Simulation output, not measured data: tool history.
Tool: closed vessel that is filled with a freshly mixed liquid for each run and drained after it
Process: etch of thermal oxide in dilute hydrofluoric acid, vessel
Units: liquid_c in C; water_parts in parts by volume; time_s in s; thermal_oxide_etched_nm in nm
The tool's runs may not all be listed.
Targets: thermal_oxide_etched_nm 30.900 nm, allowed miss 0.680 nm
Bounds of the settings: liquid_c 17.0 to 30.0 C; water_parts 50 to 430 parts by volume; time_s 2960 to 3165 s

Run 1, hour 0.0: liquid_c 22.0 C, water_parts 240 parts by volume, time_s 2960 s. Result: thermal_oxide_etched_nm 47.486 nm.
Run 2, hour 2.2: liquid_c 20.5 C, water_parts 255 parts by volume, time_s 2960 s. Result: thermal_oxide_etched_nm 41.531 nm.
Run 3, hour 5.8: liquid_c 19.5 C, water_parts 265 parts by volume, time_s 2960 s. Result: thermal_oxide_etched_nm 38.371 nm.
Run 4, hour 11.1: liquid_c 18.5 C, water_parts 275 parts by volume, time_s 2960 s. Result: thermal_oxide_etched_nm 35.397 nm.
Run 5, hour 13.4: liquid_c 18.5 C, water_parts 275 parts by volume, time_s 2960 s. Result: thermal_oxide_etched_nm 35.169 nm.
Run 6, hour 19.2: liquid_c 18.5 C, water_parts 245 parts by volume, time_s 2960 s. Result: thermal_oxide_etched_nm 40.614 nm.
Run 7, hour 23.4: liquid_c 18.0 C, water_parts 260 parts by volume, time_s 2960 s. Result: thermal_oxide_etched_nm 37.268 nm.
Run 8, hour 30.0: liquid_c 17.5 C, water_parts 270 parts by volume, time_s 2960 s. Result: thermal_oxide_etched_nm 35.014 nm.

Which of these 5 next moves meets every target?
Run A, hour 36.6: liquid_c 17.0 C, water_parts 300 parts by volume, time_s 2960 s. Result: thermal_oxide_etched_nm ?.
Run B, hour 36.6: liquid_c 17.0 C, water_parts 310 parts by volume, time_s 3165 s. Result: thermal_oxide_etched_nm ?.
Run C, hour 36.6: liquid_c 17.0 C, water_parts 280 parts by volume, time_s 3050 s. Result: thermal_oxide_etched_nm ?.
Run D, hour 36.6: liquid_c 17.0 C, water_parts 310 parts by volume, time_s 2980 s. Result: thermal_oxide_etched_nm ?.
Run E, hour 36.6: liquid_c 17.0 C, water_parts 310 parts by volume, time_s 2990 s. Result: thermal_oxide_etched_nm ?.

move  thermal_oxide_etched_nm
   A                   29.923
   B                   30.699
   C                   33.614
   D                   28.904
   E                   29.001
A: takes the result that was furthest off past its target
B: meets every target
C: nearer than the last run, and not there yet
D: takes the result that was furthest off past its target
E: takes the result that was furthest off past its target
Move B is the one to make.
